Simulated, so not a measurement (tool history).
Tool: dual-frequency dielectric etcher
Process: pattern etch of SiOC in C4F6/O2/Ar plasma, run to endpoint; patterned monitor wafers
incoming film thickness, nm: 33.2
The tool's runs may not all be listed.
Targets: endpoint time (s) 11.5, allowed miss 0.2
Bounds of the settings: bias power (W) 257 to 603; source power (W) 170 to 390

| run | day | bias power (W) | source power (W) | endpoint time (s) |
|---|---|---|---|---|
| 1 | 0 | 430 | 280 | 12.496 |
| 2 | 0.083 | 396 | 280 | 12.99 |
| 3 | 0.133 | 417 | 280 | 12.57 |
| 4 | 0.488 | 417 | 240 | 13.378 |
| 5 | 0.588 | 417 | 270 | 12.766 |
| 6 | 0.925 | 435 | 270 | 12.5 |
| 7 | 1.279 | 448 | 270 | 12.56 |
| 8 | 1.492 | 468 | 270 | 12.363 |

4 next moves are on the table. One of them brings every result within its allowed miss. Which?
| A | 1.704 | 530 | 320 | ? |
| B | 1.704 | 529 | 340 | ? |
| C | 1.704 | 529 | 290 | ? |
| D | 1.704 | 494 | 280 | ? |

| move | endpoint time (s) |
|---|---|
| A | 11.15 |
| B | 10.913 |
| C | 11.564 |
| D | 11.988 |
A: takes the result that was furthest off past its target
B: takes the result that was furthest off past its target
C: meets every target
D: nearer than the last run, and not there yet
Move C is the one to make.

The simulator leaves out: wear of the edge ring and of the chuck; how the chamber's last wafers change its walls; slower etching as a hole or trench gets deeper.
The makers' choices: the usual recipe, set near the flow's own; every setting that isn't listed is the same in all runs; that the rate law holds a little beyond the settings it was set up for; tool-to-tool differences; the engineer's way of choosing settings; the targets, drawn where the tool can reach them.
